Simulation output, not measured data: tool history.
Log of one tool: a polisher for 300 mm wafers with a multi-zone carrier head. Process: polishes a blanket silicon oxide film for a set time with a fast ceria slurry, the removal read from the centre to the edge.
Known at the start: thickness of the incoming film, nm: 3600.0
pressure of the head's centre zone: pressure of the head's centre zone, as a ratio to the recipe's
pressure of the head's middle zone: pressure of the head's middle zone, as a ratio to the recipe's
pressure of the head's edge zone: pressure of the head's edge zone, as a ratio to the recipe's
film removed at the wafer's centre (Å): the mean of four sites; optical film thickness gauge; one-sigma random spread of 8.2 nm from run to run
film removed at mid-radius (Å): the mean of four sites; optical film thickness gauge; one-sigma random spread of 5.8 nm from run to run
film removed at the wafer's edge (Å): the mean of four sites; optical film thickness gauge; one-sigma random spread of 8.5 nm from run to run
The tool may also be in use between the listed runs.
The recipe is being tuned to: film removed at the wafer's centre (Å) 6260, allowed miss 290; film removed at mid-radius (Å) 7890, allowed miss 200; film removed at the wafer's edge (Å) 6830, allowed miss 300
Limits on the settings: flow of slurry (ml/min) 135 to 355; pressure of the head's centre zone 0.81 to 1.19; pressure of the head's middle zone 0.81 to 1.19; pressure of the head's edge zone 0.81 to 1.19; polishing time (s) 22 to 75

run	day	flow of slurry (ml/min)	pressure of the head's centre zone	pressure of the head's middle zone	pressure of the head's edge zone	polishing time (s)	film removed at the wafer's centre (Å)	film removed at mid-radius (Å)	film removed at the wafer's edge (Å)
1	0	225	1	1	1	48	5415.1	5811.7	5794
2	0.3	235	1	1.04	1.01	49	5543.7	6044.6	5973.4
3	0.65	240	0.99	1.07	1	51	5925.5	6496.5	6238.4
4	0.683	240	0.99	1	1	51	5697.8	6123.3	6192.4
5	0.783	235	0.97	1.04	0.99	52	5975.8	6492.8	6121
6	0.854	240	0.95	1.07	1.01	53	5913	6672.5	6418.5
7	1.112	240	0.93	1.09	1.01	54	5848.5	7018.8	6594.2
8	1.483	245	0.93	1.11	1.01	54	5784.3	7109.5	6544.2
9	1.721	250	0.94	1.13	1.01	54	6066.2	7176.3	6397
10	2.042	250	0.93	1.14	1.02	55	6089.9	7446.9	6860.9
11	2.408	255	0.93	1.15	1.02	55	6062.3	7555.2	6760.8
12	2.708	260	0.93	1.16	1.02	55	6205.3	7498.3	6663.5
13	2.771	260	0.93	1.17	1.02	55	5985.7	7670.4	6866.4
14	2.829	260	0.94	1.17	1.01	55	6193.8	7576.7	6743.5

Exercise: of the 4 proposed moves below, exactly one satisfies all targets within the stated allowed misses. Which move is it?
A	2.888	270	0.98	1.13	0.99	53	?	?	?
B	2.888	215	0.99	1.17	0.99	55	?	?	?
C	2.888	270	0.93	1.19	1.01	55	?	?	?
D	2.888	260	0.97	1.16	1.02	54	?	?	?

move	film removed at the wafer's centre (Å)	film removed at mid-radius (Å)	film removed at the wafer's edge (Å)
A	6206.8	7100.5	6459.3
B	6277.6	7369.3	6550.7
C	6209.4	7706	6762.7
D	6248.5	7366.9	6651.9
A: lands further from the targets than the last run did
B: lands further from the targets than the last run did
C: every result lands within tolerance
D: lands further from the targets than the last run did
The move that meets every target is C.
